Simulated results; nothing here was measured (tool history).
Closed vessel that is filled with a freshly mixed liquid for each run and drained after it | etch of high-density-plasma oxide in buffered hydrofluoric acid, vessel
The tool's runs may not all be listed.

run,day,temperature setpoint of the liquid (C),parts of 40 % ammonium fluoride to one part of 49 % hydrofluoric acid (parts by volume),time in the liquid (s),thickness taken off the high-density-plasma oxide on a monitor wafer (nm)
1,0.000,23,18.0,95,57.521
2,0.325,23,14.0,95,73.347
3,0.496,21,14.0,95,66.504
4,0.817,21,19.0,95,48.451
5,0.900,21,21.5,95,44.288
6,1.138,22,21.0,95,47.382
7,1.288,23,20.5,95,50.923
8,1.362,24,20.0,95,54.597

Forecast run 9:
9,1.571,28,15.5,95,?

thickness taken off the high-density-plasma oxide on a monitor wafer (nm): 87.768
